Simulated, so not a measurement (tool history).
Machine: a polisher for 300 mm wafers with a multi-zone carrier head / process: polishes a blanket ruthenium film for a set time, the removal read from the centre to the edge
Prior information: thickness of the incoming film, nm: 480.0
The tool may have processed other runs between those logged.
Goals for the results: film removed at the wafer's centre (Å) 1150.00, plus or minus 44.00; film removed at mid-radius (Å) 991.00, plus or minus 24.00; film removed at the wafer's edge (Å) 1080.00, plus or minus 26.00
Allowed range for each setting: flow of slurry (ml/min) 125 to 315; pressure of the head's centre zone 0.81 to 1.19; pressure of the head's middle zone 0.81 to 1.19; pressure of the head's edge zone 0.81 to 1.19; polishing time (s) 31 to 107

| run | hour | flow of slurry (ml/min) | pressure of the head's centre zone | pressure of the head's middle zone | pressure of the head's edge zone | polishing time (s) | film removed at the wafer's centre (Å) | film removed at mid-radius (Å) | film removed at the wafer's edge (Å) |
|---|---|---|---|---|---|---|---|---|---|
| 1 | 0.0 | 205 | 1.00 | 1.00 | 1.00 | 69 | 847.81 | 863.36 | 881.22 |
| 2 | 2.8 | 220 | 1.04 | 1.00 | 1.04 | 71 | 930.17 | 903.53 | 920.58 |
| 3 | 5.9 | 220 | 1.04 | 1.00 | 1.09 | 71 | 929.21 | 902.56 | 942.76 |
| 4 | 13.5 | 220 | 1.12 | 1.00 | 1.09 | 71 | 1016.70 | 890.44 | 942.95 |
| 5 | 16.5 | 195 | 1.12 | 1.00 | 1.09 | 71 | 981.93 | 885.17 | 933.11 |
| 6 | 24.3 | 195 | 1.16 | 1.00 | 1.09 | 71 | 1021.90 | 887.33 | 926.60 |
| 7 | 25.7 | 210 | 1.15 | 1.00 | 1.12 | 72 | 1046.70 | 905.91 | 964.67 |
| 8 | 30.7 | 225 | 1.15 | 1.00 | 1.14 | 73 | 1062.50 | 937.42 | 993.38 |
|  | 34.9 | slurry nozzle cleaned |
| 9 | 34.9 | 225 | 1.15 | 1.00 | 1.14 | 73 | 1148.90 | 977.76 | 1030.70 |
| 10 | 38.1 | 225 | 1.14 | 0.99 | 1.15 | 73 | 1122.50 | 985.35 | 1039.30 |
| 11 | 38.6 | 225 | 1.13 | 0.97 | 1.15 | 73 | 1126.60 | 967.97 | 1060.60 |
| 12 | 46.5 | 230 | 1.13 | 0.97 | 1.15 | 73 | 1123.80 | 963.97 | 1051.30 |
| 13 | 54.4 | 235 | 1.13 | 0.97 | 1.15 | 73 | 1118.40 | 964.97 | 1045.80 |

Exercise: of the 4 proposed moves below, exactly one satisfies all targets within the stated allowed misses. Which move is it?
| A | 62.3 | 230 | 1.14 | 1.02 | 1.16 | 71 | ? | ? | ? |
| B | 62.3 | 250 | 1.19 | 0.92 | 1.19 | 75 | ? | ? | ? |
| C | 62.3 | 245 | 1.14 | 0.99 | 1.10 | 72 | ? | ? | ? |
| D | 62.3 | 170 | 1.15 | 0.98 | 1.16 | 78 | ? | ? | ? |

| move | film removed at the wafer's centre (Å) | film removed at mid-radius (Å) | film removed at the wafer's edge (Å) |
|---|---|---|---|
| A | 1085.80 | 975.26 | 1020.60 |
| B | 1210.60 | 954.25 | 1101.00 |
| C | 1110.60 | 972.14 | 1016.50 |
| D | 1142.30 | 988.82 | 1084.10 |
A: moves away from the targets compared with the last run
B: the furthest-off result lands on target, but another misses its tolerance
C: moves away from the targets compared with the last run
D: all results land within tolerance of their targets
D is the move that brings every result within its allowed miss.

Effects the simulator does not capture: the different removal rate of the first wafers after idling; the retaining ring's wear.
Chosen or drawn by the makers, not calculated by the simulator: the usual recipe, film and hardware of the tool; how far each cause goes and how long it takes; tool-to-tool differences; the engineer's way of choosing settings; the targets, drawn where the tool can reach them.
